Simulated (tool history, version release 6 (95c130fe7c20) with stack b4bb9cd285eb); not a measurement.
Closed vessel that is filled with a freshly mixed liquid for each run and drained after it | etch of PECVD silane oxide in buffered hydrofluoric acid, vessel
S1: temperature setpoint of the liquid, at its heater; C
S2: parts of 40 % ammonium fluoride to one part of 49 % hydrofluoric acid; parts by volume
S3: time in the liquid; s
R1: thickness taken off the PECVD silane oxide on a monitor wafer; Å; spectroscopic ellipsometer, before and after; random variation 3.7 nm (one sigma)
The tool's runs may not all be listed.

run  hour  S1    S2  S3      R1
  1   0.0  23  14.0  90  2242.2
  2   1.2  23  14.0  90  2247.8
  3   3.9  24  13.0  90  2575.2
  4  13.0  24  13.0  90  2564.2
     21.3  -- hydrofluoric acid flow meter replaced
  5  21.3  25  12.5  90  2985.0
  6  26.1  26  12.5  90  3164.8
  7  31.0  30   8.0  90  5892.0

Forecast run 8:
  8  38.5  29  8.0  90   ?

Run 8 gave R1 5563.4 Å.

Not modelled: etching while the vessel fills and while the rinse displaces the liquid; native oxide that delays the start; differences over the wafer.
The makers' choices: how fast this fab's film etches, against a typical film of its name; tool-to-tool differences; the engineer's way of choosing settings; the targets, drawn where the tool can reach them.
